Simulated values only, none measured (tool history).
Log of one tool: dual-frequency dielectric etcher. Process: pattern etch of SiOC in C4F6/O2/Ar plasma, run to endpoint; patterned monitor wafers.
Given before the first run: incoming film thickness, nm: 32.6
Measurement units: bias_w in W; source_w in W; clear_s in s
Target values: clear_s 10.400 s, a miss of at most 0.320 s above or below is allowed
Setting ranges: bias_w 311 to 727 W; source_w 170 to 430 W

run 1 hour=0.0 | bias_w=519 source_w=300 | clear_s=11.717
run 2 hour=8.3 | bias_w=434 source_w=300 | clear_s=12.199
run 3 hour=11.9 | bias_w=470 source_w=300 | clear_s=12.031
run 4 hour=14.0 | bias_w=500 source_w=310 | clear_s=11.734
run 5 hour=17.8 | bias_w=544 source_w=310 | clear_s=11.325
run 6 hour=25.1 | bias_w=562 source_w=320 | clear_s=11.184
run 7 hour=32.7 | bias_w=578 source_w=330 | clear_s=10.708
run 8 hour=33.9 | bias_w=584 source_w=330 | clear_s=10.980
run 9 hour=36.1 | bias_w=596 source_w=340 | clear_s=10.794

Pick the move, out of 5, that brings all results within their allowed miss; only one does.
run A hour=38.3 | bias_w=447 source_w=380 | clear_s=?
run B hour=38.3 | bias_w=512 source_w=320 | clear_s=?
run C hour=38.3 | bias_w=615 source_w=310 | clear_s=?
run D hour=38.3 | bias_w=615 source_w=360 | clear_s=?
run E hour=38.3 | bias_w=483 source_w=320 | clear_s=?

move=A clear_s=10.953
move=B clear_s=11.290
move=C clear_s=10.863
move=D clear_s=10.267
move=E clear_s=11.465
A: further off than the last run
B: further off than the last run
C: further off than the last run
D: all results in spec
E: further off than the last run
The right move is D.

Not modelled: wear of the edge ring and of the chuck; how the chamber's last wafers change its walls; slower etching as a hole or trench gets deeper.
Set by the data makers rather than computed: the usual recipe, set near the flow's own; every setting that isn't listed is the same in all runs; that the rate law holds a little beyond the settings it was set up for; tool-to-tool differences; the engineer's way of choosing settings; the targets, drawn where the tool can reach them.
